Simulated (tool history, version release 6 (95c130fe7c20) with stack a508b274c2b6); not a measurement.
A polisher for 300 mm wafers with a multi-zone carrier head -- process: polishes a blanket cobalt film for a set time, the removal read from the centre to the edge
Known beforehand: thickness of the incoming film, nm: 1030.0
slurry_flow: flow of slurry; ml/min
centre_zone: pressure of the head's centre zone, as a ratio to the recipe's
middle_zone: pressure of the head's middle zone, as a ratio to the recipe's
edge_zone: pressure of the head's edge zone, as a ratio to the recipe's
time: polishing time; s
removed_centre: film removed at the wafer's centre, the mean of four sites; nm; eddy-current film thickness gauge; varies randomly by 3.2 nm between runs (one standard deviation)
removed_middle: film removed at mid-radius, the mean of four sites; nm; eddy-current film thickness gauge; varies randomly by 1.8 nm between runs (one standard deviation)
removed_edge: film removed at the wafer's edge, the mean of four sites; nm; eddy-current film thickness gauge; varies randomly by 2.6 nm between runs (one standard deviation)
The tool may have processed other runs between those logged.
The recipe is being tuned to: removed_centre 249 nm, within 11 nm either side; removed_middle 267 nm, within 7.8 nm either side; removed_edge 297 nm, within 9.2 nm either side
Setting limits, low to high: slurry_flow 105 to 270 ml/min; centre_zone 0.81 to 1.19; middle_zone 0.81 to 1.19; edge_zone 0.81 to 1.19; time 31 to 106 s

run  hour  slurry_flow  centre_zone  middle_zone  edge_zone  time  removed_centre  removed_middle  removed_edge
  1     0          175            1            1          1    68          380.42          393.42        391.82
  2   8.6          175         1.08            1          1    68          404.53          391.75        388.07
  3  10.5          215         1.08            1          1    68          416.03           406.6        400.09
  4  11.7          215         1.01            1          1    68          388.91          404.62        395.05
  5  20.5          215         1.01            1       0.96    68          395.71          408.16        389.65
  6  26.1          200         0.95         0.96       0.97    62          332.47          352.44        355.85
  7  32.1          190         0.91         0.92       0.95    59           299.4          323.18        334.11
  8  38.9          180         0.89         0.88       0.93    58          284.75          303.67        328.38
  9  46.5          170         0.87         0.86        0.9    57          266.47          288.58         313.4
 10  51.2          160         0.87         0.85       0.89    57          266.43           285.4         309.4
 11  52.9          150         0.86         0.84       0.88    57          262.81          277.08        303.43
       56  -- centre zone pressure recalibrated
 12    56          145         0.85         0.84       0.88    57          270.41          275.92        303.75

Of the 5 settings listed for the next run, only one would bring every result within its allowed miss of target. Which one?
  A  59.1          145         0.92          0.9       0.89    55               ?               ?             ?
  B  59.1          175         0.81         0.81       0.91    57               ?               ?             ?
  C  59.1          105         1.01         0.93       0.94    60               ?               ?             ?
  D  59.1          210         0.84         0.89       0.88    53               ?               ?             ?
  E  59.1          105         0.83         0.87       0.94    57               ?               ?             ?

move  removed_centre  removed_middle  removed_edge
   A             292          278.87         294.6
   B          275.46          273.58        315.42
   C           324.8          292.57        313.59
   D          273.67          282.01        294.66
   E          253.05          263.23        298.15
A: further off than the last run
B: further off than the last run
C: further off than the last run
D: further off than the last run
E: every result within its allowed miss
E is the move that brings every result within its allowed miss.

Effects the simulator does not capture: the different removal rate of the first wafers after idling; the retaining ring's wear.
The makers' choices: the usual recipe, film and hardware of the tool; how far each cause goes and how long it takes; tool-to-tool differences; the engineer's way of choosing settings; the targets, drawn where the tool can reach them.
